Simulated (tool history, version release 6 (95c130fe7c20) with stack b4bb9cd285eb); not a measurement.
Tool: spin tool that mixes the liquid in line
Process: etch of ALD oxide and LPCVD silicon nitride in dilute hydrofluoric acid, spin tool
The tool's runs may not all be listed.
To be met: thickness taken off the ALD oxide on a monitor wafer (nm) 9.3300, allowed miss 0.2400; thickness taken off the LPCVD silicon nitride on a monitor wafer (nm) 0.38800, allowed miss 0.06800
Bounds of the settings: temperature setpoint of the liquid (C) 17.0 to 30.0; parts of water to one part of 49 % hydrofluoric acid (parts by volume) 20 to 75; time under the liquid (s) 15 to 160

| run | hour | temperature setpoint of the liquid (C) | parts of water to one part of 49 % hydrofluoric acid (parts by volume) | time under the liquid (s) | thickness taken off the ALD oxide on a monitor wafer (nm) | thickness taken off the LPCVD silicon nitride on a monitor wafer (nm) |
|---|---|---|---|---|---|---|
| 1 | 0.0 | 22.0 | 45 | 80 | 18.4540 | 0.72339 |
| 2 | 3.5 | 22.0 | 35 | 80 | 24.2800 | 0.92919 |
| 3 | 7.0 | 20.0 | 35 | 80 | 22.0810 | 0.75848 |
| 4 | 10.6 | 20.0 | 35 | 100 | 27.6000 | 0.98453 |
| 5 | 17.2 | 19.5 | 45 | 100 | 20.9400 | 0.68255 |
| 6 | 18.1 | 20.5 | 55 | 95 | 16.4910 | 0.61704 |
| 7 | 22.8 | 20.5 | 60 | 95 | 15.3220 | 0.62190 |
| 8 | 26.9 | 20.0 | 65 | 95 | 13.6040 | 0.48590 |
| 9 | 31.5 | 20.5 | 70 | 90 | 12.2130 | 0.46073 |
| 10 | 32.3 | 20.5 | 70 | 85 | 11.4290 | 0.41174 |
| 11 | 36.4 | 20.5 | 70 | 80 | 10.9190 | 0.38569 |
| 12 | 42.2 | 21.0 | 70 | 80 | 11.0630 | 0.42750 |
| 13 | 46.3 | 21.0 | 75 | 75 | 9.5953 | 0.36910 |

5 next moves are on the table. One of them brings every result within its allowed miss. Which?
| A | 50.4 | 24.0 | 75 | 65 | ? | ? |
| B | 50.4 | 26.0 | 75 | 55 | ? | ? |
| C | 50.4 | 17.5 | 75 | 90 | ? | ? |
| D | 50.4 | 24.5 | 75 | 60 | ? | ? |
| E | 50.4 | 27.5 | 75 | 60 | ? | ? |

| move | thickness taken off the ALD oxide on a monitor wafer (nm) | thickness taken off the LPCVD silicon nitride on a monitor wafer (nm) |
|---|---|---|
| A | 9.4672 | 0.38490 |
| B | 8.6783 | 0.37174 |
| C | 10.0100 | 0.34173 |
| D | 8.9168 | 0.36731 |
| E | 10.0440 | 0.44722 |
A: meets every target
B: takes the result that was furthest off past its target
C: further off than the last run
D: takes the result that was furthest off past its target
E: further off than the last run
The right move is A.
